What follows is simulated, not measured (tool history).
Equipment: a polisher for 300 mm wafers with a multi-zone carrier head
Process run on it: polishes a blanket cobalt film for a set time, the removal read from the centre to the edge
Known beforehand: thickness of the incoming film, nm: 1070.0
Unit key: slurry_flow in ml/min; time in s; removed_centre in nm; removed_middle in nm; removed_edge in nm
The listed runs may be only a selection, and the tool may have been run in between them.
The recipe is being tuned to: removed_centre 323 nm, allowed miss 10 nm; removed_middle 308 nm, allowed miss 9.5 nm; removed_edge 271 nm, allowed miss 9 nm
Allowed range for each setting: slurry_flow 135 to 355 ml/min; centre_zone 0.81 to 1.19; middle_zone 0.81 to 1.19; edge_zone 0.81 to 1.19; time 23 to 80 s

Run 1, hour 0: slurry_flow 225 ml/min, centre_zone 1, middle_zone 1, edge_zone 1, time 51 s. Result: removed_centre 383.22 nm, removed_middle 388.68 nm, removed_edge 381.35 nm.
Run 2, hour 1.2: slurry_flow 225 ml/min, centre_zone 1, middle_zone 1.06, edge_zone 1, time 51 s. Result: removed_centre 388.41 nm, removed_middle 407.38 nm, removed_edge 384.87 nm.
Run 3, hour 6.8: slurry_flow 225 ml/min, centre_zone 1.01, middle_zone 1.06, edge_zone 0.98, time 49 s. Result: removed_centre 372.01 nm, removed_middle 398.91 nm, removed_edge 366.3 nm.
Run 4, hour 15.4: slurry_flow 225 ml/min, centre_zone 1.01, middle_zone 1.06, edge_zone 1.02, time 49 s. Result: removed_centre 374.26 nm, removed_middle 395.99 nm, removed_edge 374.27 nm.
Run 5, hour 21.8: slurry_flow 225 ml/min, centre_zone 1.01, middle_zone 1.03, edge_zone 1.02, time 49 s. Result: removed_centre 380.44 nm, removed_middle 384.51 nm, removed_edge 372.74 nm.
Run 6, hour 24.6: slurry_flow 230 ml/min, centre_zone 1.02, middle_zone 1.02, edge_zone 0.99, time 47 s. Result: removed_centre 364.47 nm, removed_middle 366.98 nm, removed_edge 353.09 nm.
Run 7, hour 31.3: slurry_flow 230 ml/min, centre_zone 1.03, middle_zone 1.02, edge_zone 0.97, time 46 s. Result: removed_centre 361.73 nm, removed_middle 361.98 nm, removed_edge 344.31 nm.
Run 8, hour 34.8: slurry_flow 230 ml/min, centre_zone 1.04, middle_zone 1.02, edge_zone 0.95, time 45 s. Result: removed_centre 352.94 nm, removed_middle 357.45 nm, removed_edge 328.06 nm.
Run 9, hour 37.6: slurry_flow 190 ml/min, centre_zone 1.08, middle_zone 0.92, edge_zone 0.85, time 41 s. Result: removed_centre 327.89 nm, removed_middle 289.16 nm, removed_edge 289.95 nm.
Run 10, hour 43.6: slurry_flow 195 ml/min, centre_zone 1.08, middle_zone 0.93, edge_zone 0.84, time 41 s. Result: removed_centre 327.59 nm, removed_middle 294.78 nm, removed_edge 286.7 nm.
Run 11, hour 47: slurry_flow 200 ml/min, centre_zone 1.08, middle_zone 0.94, edge_zone 0.84, time 41 s. Result: removed_centre 329.35 nm, removed_middle 299.51 nm, removed_edge 289.18 nm.
Run 12, hour 51.7: slurry_flow 205 ml/min, centre_zone 1.08, middle_zone 0.95, edge_zone 0.84, time 41 s. Result: removed_centre 335.87 nm, removed_middle 297.55 nm, removed_edge 289.81 nm.
Run 13, hour 56.6: slurry_flow 200 ml/min, centre_zone 1.08, middle_zone 0.97, edge_zone 0.84, time 41 s. Result: removed_centre 331.8 nm, removed_middle 305.93 nm, removed_edge 285.89 nm.
Run 14, hour 58.5: slurry_flow 200 ml/min, centre_zone 1.08, middle_zone 0.98, edge_zone 0.84, time 41 s. Result: removed_centre 326.68 nm, removed_middle 308.6 nm, removed_edge 289.81 nm.
Run 15, hour 62: slurry_flow 205 ml/min, centre_zone 1.08, middle_zone 0.99, edge_zone 0.84, time 40 s. Result: removed_centre 326.15 nm, removed_middle 299.07 nm, removed_edge 280.56 nm.
Run 16, hour 67.9: slurry_flow 205 ml/min, centre_zone 1.08, middle_zone 1, edge_zone 0.84, time 40 s. Result: removed_centre 325.79 nm, removed_middle 307.2 nm, removed_edge 281.99 nm.

Exactly one of the 5 candidate moves below puts every result within its allowed miss. Which one?
Run A, hour 73.8: slurry_flow 220 ml/min, centre_zone 1.01, middle_zone 0.92, edge_zone 0.94, time 43 s. Result: removed_centre ?, removed_middle ?, removed_edge ?.
Run B, hour 73.8: slurry_flow 195 ml/min, centre_zone 1.04, middle_zone 0.96, edge_zone 0.81, time 43 s. Result: removed_centre ?, removed_middle ?, removed_edge ?.
Run C, hour 73.8: slurry_flow 195 ml/min, centre_zone 1.03, middle_zone 1.01, edge_zone 0.81, time 42 s. Result: removed_centre ?, removed_middle ?, removed_edge ?.
Run D, hour 73.8: slurry_flow 265 ml/min, centre_zone 1.09, middle_zone 1.03, edge_zone 0.81, time 38 s. Result: removed_centre ?, removed_middle ?, removed_edge ?.
Run E, hour 73.8: slurry_flow 195 ml/min, centre_zone 1.03, middle_zone 0.95, edge_zone 0.86, time 42 s. Result: removed_centre ?, removed_middle ?, removed_edge ?.

move  removed_centre  removed_middle  removed_edge
   A          329.97          309.08        317.86
   B          334.78          315.92        298.31
   C          323.94          322.07        291.18
   D          321.89          306.05        269.91
   E           323.8          305.88        297.51
A: its largest miss is bigger than the last run's
B: its largest miss is bigger than the last run's
C: its largest miss is bigger than the last run's
D: hits every target within its allowed miss
E: its largest miss is bigger than the last run's
So the answer is move D, the one that meets all the targets.
